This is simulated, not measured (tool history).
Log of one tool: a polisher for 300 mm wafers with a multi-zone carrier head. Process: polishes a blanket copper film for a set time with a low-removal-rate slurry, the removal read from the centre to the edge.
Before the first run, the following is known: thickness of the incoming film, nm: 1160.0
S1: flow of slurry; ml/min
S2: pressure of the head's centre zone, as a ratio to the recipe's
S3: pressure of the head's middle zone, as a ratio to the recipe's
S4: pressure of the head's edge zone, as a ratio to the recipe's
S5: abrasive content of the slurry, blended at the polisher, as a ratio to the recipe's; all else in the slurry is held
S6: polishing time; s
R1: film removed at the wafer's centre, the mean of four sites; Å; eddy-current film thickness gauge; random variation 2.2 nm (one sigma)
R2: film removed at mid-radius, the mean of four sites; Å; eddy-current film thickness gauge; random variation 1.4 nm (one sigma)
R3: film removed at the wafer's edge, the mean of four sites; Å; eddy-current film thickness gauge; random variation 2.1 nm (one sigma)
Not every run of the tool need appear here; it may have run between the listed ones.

Run 1, hour 0.0: S1 225 ml/min, S2 1.00, S3 1.00, S4 1.00, S5 1.00, S6 50 s. Result: R1 2186.4 Å, R2 2070.5 Å, R3 2090.2 Å.
Run 2, hour 6.2: S1 225 ml/min, S2 1.07, S3 1.00, S4 1.00, S5 1.00, S6 50 s. Result: R1 2310.0 Å, R2 2050.2 Å, R3 2098.3 Å.
Run 3, hour 7.0: S1 225 ml/min, S2 1.07, S3 1.00, S4 1.00, S5 1.20, S6 50 s. Result: R1 2396.8 Å, R2 2145.7 Å, R3 2150.6 Å.
Run 4, hour 14.2: S1 225 ml/min, S2 1.03, S3 1.00, S4 1.00, S5 1.20, S6 50 s. Result: R1 2312.8 Å, R2 2139.9 Å, R3 2200.3 Å.
Run 5, hour 16.1: S1 220 ml/min, S2 1.03, S3 0.96, S4 1.00, S5 1.10, S6 48 s. Result: R1 2098.0 Å, R2 1919.3 Å, R3 2059.4 Å.
Run 6, hour 18.4: S1 220 ml/min, S2 1.05, S3 0.93, S4 0.98, S5 1.00, S6 47 s. Result: R1 2059.5 Å, R2 1801.5 Å, R3 1941.3 Å.
Run 7, hour 26.2: S1 215 ml/min, S2 1.06, S3 0.90, S4 0.97, S5 0.90, S6 46 s. Result: R1 2057.8 Å, R2 1670.5 Å, R3 1849.8 Å.

What does the tool deliver on the next run?
Run 8, hour 28.0: S1 210 ml/min, S2 1.05, S3 0.88, S4 0.96, S5 0.85, S6 46 s. Result: R1 ?, R2 ?, R3 ?.

{"run 8": {"R1": 1985.3, "R2": 1650.3, "R3": 1830.3}}
